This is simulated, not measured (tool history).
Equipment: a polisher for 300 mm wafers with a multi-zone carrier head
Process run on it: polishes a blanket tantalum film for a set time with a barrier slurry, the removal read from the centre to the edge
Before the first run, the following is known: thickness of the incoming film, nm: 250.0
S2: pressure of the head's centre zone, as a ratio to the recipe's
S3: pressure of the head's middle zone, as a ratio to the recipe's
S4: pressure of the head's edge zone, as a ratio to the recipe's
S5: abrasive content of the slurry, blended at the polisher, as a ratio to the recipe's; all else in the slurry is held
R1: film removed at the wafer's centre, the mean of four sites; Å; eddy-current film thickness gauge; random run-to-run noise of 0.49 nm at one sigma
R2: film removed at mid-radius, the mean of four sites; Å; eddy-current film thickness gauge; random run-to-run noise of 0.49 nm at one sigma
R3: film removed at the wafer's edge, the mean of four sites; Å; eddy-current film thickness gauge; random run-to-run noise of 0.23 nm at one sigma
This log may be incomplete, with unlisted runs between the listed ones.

{"run": 1, "hour": 0.0, "flow of slurry (ml/min)": 230, "S2": 1.0, "S3": 1.0, "S4": 1.0, "S5": 1.0, "polishing time (s)": 45, "R1": 618.07, "R2": 595.41, "R3": 631.92}
{"run": 2, "hour": 3.8, "flow of slurry (ml/min)": 230, "S2": 1.01, "S3": 1.03, "S4": 0.97, "S5": 0.9, "polishing time (s)": 43, "R1": 591.07, "R2": 578.85, "R3": 577.01}
{"run": 3, "hour": 9.3, "flow of slurry (ml/min)": 230, "S2": 1.01, "S3": 0.97, "S4": 0.97, "S5": 0.9, "polishing time (s)": 43, "R1": 589.12, "R2": 560.93, "R3": 573.15}
{"run": 4, "hour": 14.8, "flow of slurry (ml/min)": 230, "S2": 1.0, "S3": 0.97, "S4": 0.94, "S5": 0.8, "polishing time (s)": 41, "R1": 528.51, "R2": 496.36, "R3": 521.81}
{"run": 5, "hour": 18.1, "flow of slurry (ml/min)": 230, "S2": 1.01, "S3": 1.01, "S4": 0.91, "S5": 0.75, "polishing time (s)": 39, "R1": 497.56, "R2": 495.93, "R3": 482.59}
{"run": 6, "hour": 24.3, "flow of slurry (ml/min)": 230, "S2": 1.02, "S3": 1.02, "S4": 0.89, "S5": 0.7, "polishing time (s)": 38, "R1": 490.54, "R2": 479.58, "R3": 452.04}
{"run": 7, "hour": 30.7, "flow of slurry (ml/min)": 230, "S2": 1.02, "S3": 1.02, "S4": 0.89, "S5": 0.7, "polishing time (s)": 38, "R1": 493.93, "R2": 474.56, "R3": 447.13}
{"run": 8, "hour": 34.3, "flow of slurry (ml/min)": 200, "S2": 1.0, "S3": 1.12, "S4": 0.81, "S5": 0.5, "polishing time (s)": 35, "R1": 379.85, "R2": 405.16, "R3": 351.1}
{"run": 9, "hour": 37.8, "flow of slurry (ml/min)": 200, "S2": 1.0, "S3": 1.12, "S4": 0.81, "S5": 0.5, "polishing time (s)": 35, "R1": 383.86, "R2": 408.37, "R3": 344.77}
{"run": 10, "hour": 45.1, "flow of slurry (ml/min)": 220, "S2": 1.0, "S3": 1.12, "S4": 0.82, "S5": 0.5, "polishing time (s)": 35, "R1": 392.29, "R2": 414.86, "R3": 358.66}
{"run": 11, "hour": 49.2, "flow of slurry (ml/min)": 230, "S2": 1.0, "S3": 1.13, "S4": 0.82, "S5": 0.5, "polishing time (s)": 35, "R1": 384.23, "R2": 423.25, "R3": 359.03}
{"run": 12, "hour": 57.3, "flow of slurry (ml/min)": 240, "S2": 1.01, "S3": 1.13, "S4": 0.82, "S5": 0.5, "polishing time (s)": 35, "R1": 388.54, "R2": 429.08, "R3": 362.74}
{"run": 13, "hour": 64.7, "flow of slurry (ml/min)": 300, "S2": 1.09, "S3": 1.14, "S4": 0.84, "S5": 0.5, "polishing time (s)": 35, "R1": 432.16, "R2": 429.74, "R3": 367.35}
{"run": 14, "hour": 70.1, "flow of slurry (ml/min)": 305, "S2": 1.09, "S3": 1.15, "S4": 0.84, "S5": 0.5, "polishing time (s)": 35, "R1": 439.49, "R2": 446.05, "R3": 370.48}
{"run": 15, "hour": 72.4, "flow of slurry (ml/min)": 305, "S2": 1.08, "S3": 1.15, "S4": 0.84, "S5": 0.5, "polishing time (s)": 35, "R1": 433.65, "R2": 450.83, "R3": 369.14}
{"run": 16, "hour": 74.2, "flow of slurry (ml/min)": 305, "S2": 1.07, "S3": 1.14, "S4": 0.84, "S5": 0.5, "polishing time (s)": 35, "R1": 426.07, "R2": 435.87, "R3": 371.04}
{"run": 17, "hour": 75.5, "flow of slurry (ml/min)": 305, "S2": 1.07, "S3": 1.15, "S4": 0.84, "S5": 0.5, "polishing time (s)": 35, "R1": 435.26, "R2": 439.96, "R3": 365.11}
{"run": 18, "hour": 83.2, "flow of slurry (ml/min)": 300, "S2": 1.06, "S3": 1.15, "S4": 0.85, "S5": 0.5, "polishing time (s)": 35, "R1": 433.1, "R2": 437.97, "R3": 366.45}

Run 19 comes next. What will it give?
{"run": 19, "hour": 86.9, "flow of slurry (ml/min)": 300, "S2": 1.05, "S3": 1.15, "S4": 0.85, "S5": 0.5, "polishing time (s)": 35, "R1": "?", "R2": "?", "R3": "?"}

{"run 19": {"R1": 420.03, "R2": 434.86, "R3": 371.85}}
